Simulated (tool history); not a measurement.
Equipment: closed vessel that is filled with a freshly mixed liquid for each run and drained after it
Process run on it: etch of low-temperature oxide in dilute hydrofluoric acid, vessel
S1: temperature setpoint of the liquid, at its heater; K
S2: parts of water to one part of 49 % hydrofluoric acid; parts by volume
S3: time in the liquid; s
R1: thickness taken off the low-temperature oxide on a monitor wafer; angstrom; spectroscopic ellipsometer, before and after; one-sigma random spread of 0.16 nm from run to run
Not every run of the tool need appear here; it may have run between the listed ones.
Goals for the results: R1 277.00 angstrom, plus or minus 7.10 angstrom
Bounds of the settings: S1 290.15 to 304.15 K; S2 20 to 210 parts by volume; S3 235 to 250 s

| run | hour | S1 | S2 | S3 | R1 |
|---|---|---|---|---|---|
| 1 | 0.0 | 296.15 | 115 | 235 | 215.24 |
| 2 | 8.1 | 297.15 | 115 | 235 | 222.90 |
| 3 | 12.4 | 297.15 | 115 | 250 | 236.33 |
| 4 | 15.9 | 297.15 | 115 | 250 | 236.42 |
| 5 | 21.2 | 297.15 | 115 | 250 | 240.12 |
| 6 | 23.3 | 298.15 | 115 | 250 | 247.96 |
| 7 | 32.0 | 298.65 | 115 | 250 | 252.21 |
| 8 | 33.2 | 299.15 | 115 | 250 | 256.96 |

Which single option among these 4 for the next run brings every result within its allowed miss of target? Just one does.
| A | 34.4 | 297.65 | 115 | 240 | ? |
| B | 34.4 | 301.65 | 110 | 235 | ? |
| C | 34.4 | 298.15 | 110 | 250 | ? |
| D | 34.4 | 304.15 | 115 | 235 | ? |

| move | R1 |
|---|---|
| A | 230.57 |
| B | 276.92 |
| C | 257.61 |
| D | 288.68 |
A: misses by more than the last run did
B: all results in spec
C: about the same distance from the targets as the last run
D: carries the result that was furthest off beyond its target, to the other side
Answer: B

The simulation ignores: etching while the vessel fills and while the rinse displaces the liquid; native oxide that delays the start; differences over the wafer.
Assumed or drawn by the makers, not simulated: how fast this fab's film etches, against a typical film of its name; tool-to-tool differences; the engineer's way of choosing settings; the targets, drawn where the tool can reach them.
